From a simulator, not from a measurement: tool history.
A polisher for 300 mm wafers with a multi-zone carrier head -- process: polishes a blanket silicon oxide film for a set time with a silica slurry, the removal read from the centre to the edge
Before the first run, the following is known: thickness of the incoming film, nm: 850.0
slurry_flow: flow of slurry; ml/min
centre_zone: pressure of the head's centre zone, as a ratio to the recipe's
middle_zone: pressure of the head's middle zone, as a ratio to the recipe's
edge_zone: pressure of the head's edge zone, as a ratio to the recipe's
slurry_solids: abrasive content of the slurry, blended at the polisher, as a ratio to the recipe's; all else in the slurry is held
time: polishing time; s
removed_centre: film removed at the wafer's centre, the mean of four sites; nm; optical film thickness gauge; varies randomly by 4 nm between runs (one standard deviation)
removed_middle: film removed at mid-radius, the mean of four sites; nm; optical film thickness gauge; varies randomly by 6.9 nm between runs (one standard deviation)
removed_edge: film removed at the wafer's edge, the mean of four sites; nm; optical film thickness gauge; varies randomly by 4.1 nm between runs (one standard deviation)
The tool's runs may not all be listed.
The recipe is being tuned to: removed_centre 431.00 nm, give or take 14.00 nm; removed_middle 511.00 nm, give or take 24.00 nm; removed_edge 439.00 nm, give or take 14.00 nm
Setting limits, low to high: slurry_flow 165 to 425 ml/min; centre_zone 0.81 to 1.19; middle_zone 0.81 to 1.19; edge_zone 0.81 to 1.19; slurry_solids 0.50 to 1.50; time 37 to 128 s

{"run": 1, "day": 0.0, "slurry_flow": 275, "centre_zone": 1.0, "middle_zone": 1.0, "edge_zone": 1.0, "slurry_solids": 1.0, "time": 82, "removed_centre": 317.17, "removed_middle": 311.34, "removed_edge": 316.16}
{"run": 2, "day": 0.3, "slurry_flow": 275, "centre_zone": 1.0, "middle_zone": 0.92, "edge_zone": 1.0, "slurry_solids": 1.0, "time": 82, "removed_centre": 316.0, "removed_middle": 302.92, "removed_edge": 314.26}
{"run": 3, "day": 0.629, "slurry_flow": 290, "centre_zone": 0.97, "middle_zone": 1.0, "edge_zone": 0.95, "slurry_solids": 1.15, "time": 86, "removed_centre": 352.03, "removed_middle": 366.22, "removed_edge": 357.7}
{"run": 4, "day": 0.867, "slurry_flow": 290, "centre_zone": 0.97, "middle_zone": 1.07, "edge_zone": 0.95, "slurry_solids": 1.15, "time": 86, "removed_centre": 355.23, "removed_middle": 387.31, "removed_edge": 357.78}
{"run": 5, "day": 1.121, "slurry_flow": 290, "centre_zone": 0.97, "middle_zone": 1.07, "edge_zone": 0.95, "slurry_solids": 1.15, "time": 71, "removed_centre": 290.07, "removed_middle": 320.29, "removed_edge": 291.48}
{"run": 6, "day": 1.421, "slurry_flow": 290, "centre_zone": 0.97, "middle_zone": 1.04, "edge_zone": 0.95, "slurry_solids": 1.15, "time": 71, "removed_centre": 291.29, "removed_middle": 311.17, "removed_edge": 291.46}
{"run": 7, "day": 1.608, "slurry_flow": 305, "centre_zone": 0.97, "middle_zone": 1.08, "edge_zone": 0.96, "slurry_solids": 1.25, "time": 76, "removed_centre": 328.77, "removed_middle": 370.86, "removed_edge": 333.67}
{"run": 8, "day": 1.867, "slurry_flow": 320, "centre_zone": 0.99, "middle_zone": 1.11, "edge_zone": 1.0, "slurry_solids": 1.35, "time": 77, "removed_centre": 359.5, "removed_middle": 387.2, "removed_edge": 353.57}
{"run": 9, "day": 2.204, "slurry_flow": 325, "centre_zone": 0.98, "middle_zone": 1.13, "edge_zone": 1.0, "slurry_solids": 1.4, "time": 80, "removed_centre": 368.53, "removed_middle": 414.17, "removed_edge": 375.21}
{"run": 10, "day": 2.229, "slurry_flow": 330, "centre_zone": 0.98, "middle_zone": 1.15, "edge_zone": 0.99, "slurry_solids": 1.45, "time": 83, "removed_centre": 393.3, "removed_middle": 446.41, "removed_edge": 391.11}
{"run": 11, "day": 2.517, "slurry_flow": 335, "centre_zone": 0.97, "middle_zone": 1.16, "edge_zone": 1.0, "slurry_solids": 1.45, "time": 85, "removed_centre": 403.98, "removed_middle": 462.83, "removed_edge": 404.68}
{"run": 12, "day": 2.817, "slurry_flow": 340, "centre_zone": 0.96, "middle_zone": 1.17, "edge_zone": 1.0, "slurry_solids": 1.45, "time": 86, "removed_centre": 403.92, "removed_middle": 474.57, "removed_edge": 403.81}
{"run": 13, "day": 3.075, "slurry_flow": 340, "centre_zone": 0.96, "middle_zone": 1.17, "edge_zone": 1.01, "slurry_solids": 1.45, "time": 87, "removed_centre": 410.5, "removed_middle": 478.12, "removed_edge": 416.56}
{"run": 14, "day": 3.333, "slurry_flow": 345, "centre_zone": 0.96, "middle_zone": 1.18, "edge_zone": 1.01, "slurry_solids": 1.45, "time": 88, "removed_centre": 411.85, "removed_middle": 495.46, "removed_edge": 419.95}
{"run": 15, "day": 3.696, "slurry_flow": 350, "centre_zone": 0.96, "middle_zone": 1.18, "edge_zone": 1.02, "slurry_solids": 1.45, "time": 88, "removed_centre": 410.96, "removed_middle": 482.99, "removed_edge": 425.89}

Below are 4 possible settings for the next run. Only one of them brings all results inside the allowed miss of their targets. Which is it?
{"run": "A", "day": 4.058, "slurry_flow": 375, "centre_zone": 0.87, "middle_zone": 1.19, "edge_zone": 1.0, "slurry_solids": 1.5, "time": 100, "removed_centre": "?", "removed_middle": "?", "removed_edge": "?"}
{"run": "B", "day": 4.058, "slurry_flow": 415, "centre_zone": 0.99, "middle_zone": 1.19, "edge_zone": 1.07, "slurry_solids": 1.4, "time": 91, "removed_centre": "?", "removed_middle": "?", "removed_edge": "?"}
{"run": "C", "day": 4.058, "slurry_flow": 425, "centre_zone": 1.04, "middle_zone": 1.08, "edge_zone": 1.09, "slurry_solids": 1.5, "time": 91, "removed_centre": "?", "removed_middle": "?", "removed_edge": "?"}
{"run": "D", "day": 4.058, "slurry_flow": 305, "centre_zone": 0.9, "middle_zone": 1.19, "edge_zone": 0.95, "slurry_solids": 1.5, "time": 104, "removed_centre": "?", "removed_middle": "?", "removed_edge": "?"}

move=A removed_centre=429.63 removed_middle=555.78 removed_edge=479.82
move=B removed_centre=435.28 removed_middle=493.63 removed_edge=439.60
move=C removed_centre=471.67 removed_middle=471.45 removed_edge=458.06
move=D removed_centre=455.43 removed_middle=570.10 removed_edge=482.42
A: the worst result of the last run now meets its target, but another is out of spec
B: all results in spec
C: pushes the last run's worst result past its target
D: pushes the last run's worst result past its target
Answer: B
